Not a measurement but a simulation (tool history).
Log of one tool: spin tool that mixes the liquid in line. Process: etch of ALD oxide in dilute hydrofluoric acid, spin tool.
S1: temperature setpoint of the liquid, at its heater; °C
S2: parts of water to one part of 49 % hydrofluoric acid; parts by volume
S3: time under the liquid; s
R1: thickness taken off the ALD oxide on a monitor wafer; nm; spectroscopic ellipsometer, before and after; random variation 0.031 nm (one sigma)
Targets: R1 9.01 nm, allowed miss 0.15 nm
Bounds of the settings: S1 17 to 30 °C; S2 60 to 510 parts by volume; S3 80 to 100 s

{"run": 1, "hour": 0.0, "S1": 22, "S2": 285, "S3": 100, "R1": 6.0957}
{"run": 2, "hour": 3.2, "S1": 23, "S2": 280, "S3": 100, "R1": 6.4839}
{"run": 3, "hour": 10.5, "S1": 23, "S2": 280, "S3": 80, "R1": 5.1595}
{"run": 4, "hour": 18.6, "S1": 25, "S2": 280, "S3": 80, "R1": 5.5504}
{"run": 5, "hour": 23.2, "S1": 25, "S2": 345, "S3": 80, "R1": 4.2441}
{"run": 6, "hour": 32.1, "S1": 25, "S2": 270, "S3": 80, "R1": 5.8181}
{"run": 7, "hour": 41.1, "S1": 25.5, "S2": 260, "S3": 80, "R1": 6.2364}
{"run": 8, "hour": 45.5, "S1": 26, "S2": 255, "S3": 80, "R1": 6.4892}
{"run": 9, "hour": 52.4, "S1": 26.5, "S2": 250, "S3": 80, "R1": 6.7796}
{"run": 10, "hour": 60.8, "S1": 26.5, "S2": 250, "S3": 80, "R1": 6.7656}
{"run": 11, "hour": 66.7, "S1": 27, "S2": 245, "S3": 80, "R1": 7.0651}
{"run": 12, "hour": 70.8, "S1": 27.5, "S2": 240, "S3": 80, "R1": 7.3973}
{"run": 13, "hour": 74.2, "S1": 30, "S2": 210, "S3": 80, "R1": 9.5513}
{"run": 14, "hour": 74.7, "S1": 29, "S2": 210, "S3": 80, "R1": 9.2426}

Which of these 5 next moves meets every target?
{"run": "A", "hour": 75.2, "S1": 27.5, "S2": 205, "S3": 80, "R1": "?"}
{"run": "B", "hour": 75.2, "S1": 28.5, "S2": 240, "S3": 100, "R1": "?"}
{"run": "C", "hour": 75.2, "S1": 29, "S2": 230, "S3": 85, "R1": "?"}
{"run": "D", "hour": 75.2, "S1": 28, "S2": 195, "S3": 80, "R1": "?"}
{"run": "E", "hour": 75.2, "S1": 29, "S2": 200, "S3": 80, "R1": "?"}

move=A R1=8.9773
move=B R1=9.5345
move=C R1=8.7017
move=D R1=9.7194
move=E R1=9.7578
A: meets every target
B: further off than the last run
C: takes the result that was furthest off past its target
D: further off than the last run
E: further off than the last run
Answer: A

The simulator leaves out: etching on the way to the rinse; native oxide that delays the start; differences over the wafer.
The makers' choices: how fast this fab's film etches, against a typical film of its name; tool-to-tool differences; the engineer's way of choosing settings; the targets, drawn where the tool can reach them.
